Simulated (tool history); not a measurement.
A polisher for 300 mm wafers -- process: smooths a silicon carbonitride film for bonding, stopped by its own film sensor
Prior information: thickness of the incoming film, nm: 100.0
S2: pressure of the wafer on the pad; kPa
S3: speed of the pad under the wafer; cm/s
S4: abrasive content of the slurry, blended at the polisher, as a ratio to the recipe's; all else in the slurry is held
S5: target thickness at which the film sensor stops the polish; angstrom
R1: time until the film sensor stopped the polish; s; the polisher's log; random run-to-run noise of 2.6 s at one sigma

run 1 hour=0 | flow_of_slurry_(ml/min)=315 S2=19.3 S3=100 S4=1 S5=730 | R1=88.733
run 2 hour=4.9 | flow_of_slurry_(ml/min)=315 S2=19.3 S3=126 S4=1 S5=730 | R1=74.333
run 3 hour=11.2 | flow_of_slurry_(ml/min)=315 S2=18.6 S3=122 S4=1 S5=730 | R1=77.801
run 4 hour=13.5 | flow_of_slurry_(ml/min)=250 S2=18.6 S3=122 S4=1 S5=730 | R1=78.189
run 5 hour=21.6 | flow_of_slurry_(ml/min)=250 S2=22.8 S3=122 S4=1 S5=730 | R1=64.255
run 6 hour=28.4 | flow_of_slurry_(ml/min)=250 S2=21.4 S3=118 S4=1 S5=730 | R1=70.775
run 7 hour=29.3 | flow_of_slurry_(ml/min)=250 S2=20 S3=114 S4=1 S5=730 | R1=78.659
run 8 hour=33.9 | flow_of_slurry_(ml/min)=250 S2=18.6 S3=110 S4=1 S5=730 | R1=85.421
run 9 hour=40.7 | flow_of_slurry_(ml/min)=250 S2=17.9 S3=106 S4=1 S5=730 | R1=91.641
run 10 hour=42.8 | flow_of_slurry_(ml/min)=250 S2=17.2 S3=104 S4=1 S5=730 | R1=93.245
run 11 hour=45.3 | flow_of_slurry_(ml/min)=250 S2=16.5 S3=100 S4=1 S5=730 | R1=102.85

Run 12 has not been measured yet. What should we expect?
run 12 hour=49.4 | flow_of_slurry_(ml/min)=250 S2=15.9 S3=98 S4=1 S5=730 | R1=?

{"run 12": {"R1": 106.65}}
